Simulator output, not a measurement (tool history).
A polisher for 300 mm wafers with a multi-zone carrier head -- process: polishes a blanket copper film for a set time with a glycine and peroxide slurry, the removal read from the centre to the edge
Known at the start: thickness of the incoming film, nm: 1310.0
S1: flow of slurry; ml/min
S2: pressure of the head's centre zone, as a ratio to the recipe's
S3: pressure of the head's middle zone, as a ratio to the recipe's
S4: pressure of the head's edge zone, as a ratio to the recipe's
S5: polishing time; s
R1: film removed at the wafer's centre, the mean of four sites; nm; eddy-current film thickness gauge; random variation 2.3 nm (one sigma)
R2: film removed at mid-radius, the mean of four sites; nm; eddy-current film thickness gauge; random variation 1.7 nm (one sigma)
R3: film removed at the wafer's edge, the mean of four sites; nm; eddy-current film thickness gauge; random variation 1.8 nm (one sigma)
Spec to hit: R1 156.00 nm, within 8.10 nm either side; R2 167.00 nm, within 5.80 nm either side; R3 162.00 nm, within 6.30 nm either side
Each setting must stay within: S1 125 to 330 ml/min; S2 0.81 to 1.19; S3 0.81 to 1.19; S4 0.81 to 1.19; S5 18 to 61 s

run  hour   S1    S2    S3    S4  S5      R1      R2      R3
  1   0.0  210  1.00  1.00  1.00  39  287.82  281.81  280.77
  2   7.5  210  1.08  1.00  1.00  39  307.92  275.12  277.81
  3   9.4  205  1.06  1.00  0.99  37  283.23  261.10  270.79
  4  15.2  180  1.06  1.00  0.99  37  281.61  259.41  260.92
  5  18.5  180  1.06  1.00  1.03  37  283.92  257.51  270.12
  6  19.4  230  1.06  1.00  1.03  37  296.30  263.58  267.39
  7  24.3  230  1.05  1.00  1.02  35  275.56  250.81  260.40
  8  29.5  170  1.03  1.10  0.92  24  175.00  177.77  159.99
  9  31.6  165  1.02  1.09  0.92  24  170.51  176.74  161.92

Of the 4 settings listed for the next run, only one would bring every result within its allowed miss of target. Which one?
  A  33.7  145  0.97  1.03  0.93  26   ?   ?   ?
  B  33.7  150  0.94  1.13  0.83  25   ?   ?   ?
  C  33.7  155  0.96  1.06  0.99  23   ?   ?   ?
  D  33.7  200  1.04  1.05  0.87  24   ?   ?   ?

move      R1      R2      R3
   A  176.58  180.85  175.96
   B  165.38  186.97  161.00
   C  156.06  164.71  161.25
   D  182.44  175.78  161.95
A: misses by more than the last run did
B: misses by more than the last run did
C: each result inside its tolerance
D: misses by more than the last run did
Go with C: it meets all targets.
